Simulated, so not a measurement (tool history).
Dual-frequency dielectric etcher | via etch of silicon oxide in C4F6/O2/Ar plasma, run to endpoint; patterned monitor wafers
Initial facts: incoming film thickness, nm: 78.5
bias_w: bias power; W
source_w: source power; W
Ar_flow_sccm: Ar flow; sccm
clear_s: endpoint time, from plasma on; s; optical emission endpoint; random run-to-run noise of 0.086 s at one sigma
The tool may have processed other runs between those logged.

run  hour  bias_w  source_w  Ar_flow_sccm  clear_s
  1   0.0     579       430           364   16.643
  2   7.8     579       430           409   16.782
  3  14.0     524       430           409   17.655
  4  21.9     524       380           409   18.834
  5  29.2     524       380           456   19.008
  6  30.5     578       380           456   17.622

What does the tool deliver on the next run?
  7  38.7     625       380           456        ?

clear_s: 16.631 s
